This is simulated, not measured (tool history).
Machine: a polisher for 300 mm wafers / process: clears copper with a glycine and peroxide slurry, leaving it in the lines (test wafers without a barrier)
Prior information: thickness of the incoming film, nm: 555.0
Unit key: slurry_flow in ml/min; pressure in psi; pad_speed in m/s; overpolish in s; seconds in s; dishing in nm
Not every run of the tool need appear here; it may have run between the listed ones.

run,hour,slurry_flow,pressure,pad_speed,overpolish,seconds,dishing
1,0,270,3.2,1.1,20,86.557,83.478
2,1.4,270,3.2,1.1,25,81.621,95.792
3,5.4,270,3,1.08,27,89.182,100.25
4,7,270,3,1.24,27,80.622,106.5
5,13.5,270,3,1.24,20,80.966,87.747
6,16,270,2.7,1.24,20,85.281,83.108

Run 7 has not been measured yet. What should we expect?
7,20,270,2.6,1.22,22,?,?

{"run 7": {"seconds": 86.572, "dishing": 84.577}}
